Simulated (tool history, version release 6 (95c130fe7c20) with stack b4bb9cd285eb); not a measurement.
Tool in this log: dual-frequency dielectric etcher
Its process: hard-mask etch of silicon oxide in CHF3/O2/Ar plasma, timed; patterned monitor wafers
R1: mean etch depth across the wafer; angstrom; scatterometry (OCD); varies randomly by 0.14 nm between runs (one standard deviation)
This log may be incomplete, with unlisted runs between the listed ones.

run 1 day=0.000 | source_power_(kW)=0.680 bias_power_(kW)=0.122 etch_time_(s)=22.0 | R1=381.46
run 2 day=0.129 | source_power_(kW)=0.630 bias_power_(kW)=0.117 etch_time_(s)=22.0 | R1=358.59
run 3 day=0.208 | source_power_(kW)=0.630 bias_power_(kW)=0.125 etch_time_(s)=22.0 | R1=369.73
run 4 day=0.354 | source_power_(kW)=0.580 bias_power_(kW)=0.125 etch_time_(s)=22.0 | R1=355.76
run 5 day=0.488 | source_power_(kW)=0.550 bias_power_(kW)=0.123 etch_time_(s)=22.0 | R1=345.35
run 6 day=0.696 | source_power_(kW)=0.650 bias_power_(kW)=0.123 etch_time_(s)=22.0 | R1=370.84
run 7 day=0.838 | source_power_(kW)=0.610 bias_power_(kW)=0.121 etch_time_(s)=22.0 | R1=358.25
run 8 day=1.079 | source_power_(kW)=0.580 bias_power_(kW)=0.120 etch_time_(s)=22.0 | R1=348.57
run 9 day=1.371 | source_power_(kW)=0.550 bias_power_(kW)=0.119 etch_time_(s)=22.0 | R1=342.40
run 10 day=1.496 | source_power_(kW)=0.530 bias_power_(kW)=0.118 etch_time_(s)=22.0 | R1=334.93

What will run 11 give?
run 11 day=1.646 | source_power_(kW)=0.510 bias_power_(kW)=0.117 etch_time_(s)=22.0 | R1=?

Run 11 came out at R1 326.22 angstrom.

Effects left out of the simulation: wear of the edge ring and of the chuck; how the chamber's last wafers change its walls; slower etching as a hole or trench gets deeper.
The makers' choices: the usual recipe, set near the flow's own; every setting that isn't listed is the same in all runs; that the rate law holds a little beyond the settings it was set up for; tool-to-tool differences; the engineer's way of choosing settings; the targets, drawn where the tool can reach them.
